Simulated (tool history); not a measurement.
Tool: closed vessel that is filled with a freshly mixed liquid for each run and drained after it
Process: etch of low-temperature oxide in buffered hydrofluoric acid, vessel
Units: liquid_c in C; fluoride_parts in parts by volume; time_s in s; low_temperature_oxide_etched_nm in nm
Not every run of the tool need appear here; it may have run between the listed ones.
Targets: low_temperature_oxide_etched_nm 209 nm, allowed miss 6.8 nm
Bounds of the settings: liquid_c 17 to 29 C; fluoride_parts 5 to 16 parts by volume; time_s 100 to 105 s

run	hour	liquid_c	fluoride_parts	time_s	low_temperature_oxide_etched_nm
1	0	21	9.5	100	294.72
2	6.5	21	12.5	100	229.84
3	10.9	21	12.5	100	230.8
4	15.7	20.5	12.5	100	219.55
5	24.6	22.5	12.5	100	249.11
6	27.3	22.5	12.5	105	261.53
7	35.4	21.5	12.5	105	249.32
8	36.6	21	12.5	105	242.39
9	44.5	20.5	12.5	105	230.02
10	51.3	20.5	12.5	105	233.87
11	53.8	20	12.5	105	227.71
12	55.8	19.5	12.5	105	220.2
13	64	19.5	12.5	105	225.17
14	70.2	19	12.5	105	216.66

Pick the move, out of 4, that brings all results within their allowed miss; only one does.
A	76.4	17	11	100	?
B	76.4	17.5	13	105	?
C	76.4	20.5	14.5	100	?
D	76.4	17	12	100	?

move	low_temperature_oxide_etched_nm
A	208.78
B	191.54
C	194.1
D	191.76
A: meets every target
B: moves the result that the last run missed by most past its target, out the other side
C: moves the result that the last run missed by most past its target, out the other side
D: moves the result that the last run missed by most past its target, out the other side
The move that meets every target is A.
